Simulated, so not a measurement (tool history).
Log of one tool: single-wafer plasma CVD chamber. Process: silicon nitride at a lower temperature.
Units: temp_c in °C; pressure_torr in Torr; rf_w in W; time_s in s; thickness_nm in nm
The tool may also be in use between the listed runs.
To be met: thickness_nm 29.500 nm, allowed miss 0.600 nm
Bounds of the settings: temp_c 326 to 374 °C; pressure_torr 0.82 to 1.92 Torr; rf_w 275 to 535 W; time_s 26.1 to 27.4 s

run 1 day=0.000 | temp_c=350 pressure_torr=1.37 rf_w=405 time_s=27.4 | thickness_nm=38.532
run 2 day=0.367 | temp_c=355 pressure_torr=1.37 rf_w=405 time_s=27.4 | thickness_nm=39.111
run 3 day=0.742 | temp_c=355 pressure_torr=1.37 rf_w=405 time_s=26.1 | thickness_nm=36.913
run 4 day=1.050 | temp_c=347 pressure_torr=1.37 rf_w=405 time_s=26.1 | thickness_nm=36.699
run 5 day=1.383 | temp_c=346 pressure_torr=1.25 rf_w=385 time_s=26.1 | thickness_nm=34.718
run 6 day=1.688 | temp_c=346 pressure_torr=1.15 rf_w=375 time_s=26.1 | thickness_nm=33.133
run 7 day=1.917 | temp_c=346 pressure_torr=1.08 rf_w=370 time_s=26.1 | thickness_nm=32.523
run 8 day=2.188 | temp_c=346 pressure_torr=1.02 rf_w=365 time_s=26.1 | thickness_nm=31.545

4 next moves are on the table. One of them brings every result within its allowed miss. Which?
run A day=2.458 | temp_c=360 pressure_torr=1.18 rf_w=320 time_s=26.4 | thickness_nm=?
run B day=2.458 | temp_c=349 pressure_torr=1.03 rf_w=340 time_s=26.9 | thickness_nm=?
run C day=2.458 | temp_c=348 pressure_torr=0.90 rf_w=375 time_s=26.1 | thickness_nm=?
run D day=2.458 | temp_c=342 pressure_torr=1.04 rf_w=360 time_s=26.1 | thickness_nm=?

move=A thickness_nm=29.303
move=B thickness_nm=30.513
move=C thickness_nm=30.982
move=D thickness_nm=31.223
A: meets every target
B: nearer than the last run, and not there yet
C: nearer than the last run, and not there yet
D: nearer than the last run, and not there yet
Move A is the one to make.
